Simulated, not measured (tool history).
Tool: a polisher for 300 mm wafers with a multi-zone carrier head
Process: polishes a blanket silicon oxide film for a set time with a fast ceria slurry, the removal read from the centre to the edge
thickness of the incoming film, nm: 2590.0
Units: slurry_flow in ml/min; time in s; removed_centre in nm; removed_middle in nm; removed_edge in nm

run 1 hour=0.0 | slurry_flow=165 centre_zone=1.00 middle_zone=1.00 edge_zone=1.00 time=33 | removed_centre=387.30 removed_middle=434.31 removed_edge=412.72
run 2 hour=7.4 | slurry_flow=165 centre_zone=1.00 middle_zone=1.00 edge_zone=0.94 time=33 | removed_centre=386.43 removed_middle=442.32 removed_edge=402.44
run 3 hour=13.4 | slurry_flow=165 centre_zone=1.07 middle_zone=1.00 edge_zone=0.94 time=33 | removed_centre=413.24 removed_middle=435.38 removed_edge=401.09
run 4 hour=20.6 | slurry_flow=165 centre_zone=1.07 middle_zone=1.00 edge_zone=0.94 time=26 | removed_centre=322.81 removed_middle=350.07 removed_edge=312.81
run 5 hour=22.5 | slurry_flow=165 centre_zone=1.04 middle_zone=1.00 edge_zone=0.94 time=26 | removed_centre=315.75 removed_middle=341.34 removed_edge=310.68
run 6 hour=28.5 | slurry_flow=185 centre_zone=1.08 middle_zone=1.01 edge_zone=0.93 time=26 | removed_centre=338.38 removed_middle=351.11 removed_edge=316.77
run 7 hour=31.2 | slurry_flow=200 centre_zone=1.11 middle_zone=1.04 edge_zone=0.93 time=26 | removed_centre=351.67 removed_middle=368.49 removed_edge=315.78
run 8 hour=40.2 | slurry_flow=210 centre_zone=1.13 middle_zone=1.05 edge_zone=0.94 time=26 | removed_centre=359.62 removed_middle=369.39 removed_edge=325.29
run 9 hour=48.9 | slurry_flow=220 centre_zone=1.15 middle_zone=1.06 edge_zone=0.92 time=26 | removed_centre=363.89 removed_middle=381.12 removed_edge=313.32
run 10 hour=51.1 | slurry_flow=230 centre_zone=1.16 middle_zone=1.05 edge_zone=0.92 time=27 | removed_centre=386.27 removed_middle=389.59 removed_edge=333.68

The next listed run, before its measurement:
run 11 hour=53.7 | slurry_flow=235 centre_zone=1.17 middle_zone=1.05 edge_zone=0.91 time=27 | removed_centre=? removed_middle=? removed_edge=?

removed_centre: 393.95 nm
removed_middle: 391.69 nm
removed_edge: 332.41 nm
